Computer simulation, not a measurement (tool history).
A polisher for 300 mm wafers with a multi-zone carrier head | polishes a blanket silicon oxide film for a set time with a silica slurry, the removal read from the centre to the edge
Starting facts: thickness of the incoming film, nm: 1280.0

run	hour	flow of slurry (ml/min)	pressure of the head's centre zone	pressure of the head's middle zone	pressure of the head's edge zone	abrasive content of the slurry	polishing time (s)	film removed at the wafer's centre (Å)	film removed at mid-radius (Å)	film removed at the wafer's edge (Å)
1	0	285	1	1	1	1	47	1608.3	1652	1574.1
2	5.8	280	0.98	1	1	1	47	1598.2	1628.3	1580.8
3	11.9	255	0.98	1	1	1	47	1546.3	1636.4	1546.5
4	16.1	255	0.98	0.97	1	1	47	1559.9	1585.6	1545.9
5	19.1	255	0.9	0.97	1	1	47	1459.5	1575.9	1566.9
6	27.1	255	0.9	0.97	1	0.9	47	1344.7	1457.9	1449.5
7	35.1	260	0.9	0.98	1.01	0.9	47	1354.6	1517.6	1455.3

What will run 8 give?
# hour 40.3: edge zone pressure recalibrated
8	40.3	265	0.9	0.98	1.02	0.9	47	?	?	?

film removed at the wafer's centre (Å): 1388.8
film removed at mid-radius (Å): 1504.6
film removed at the wafer's edge (Å): 1509.3
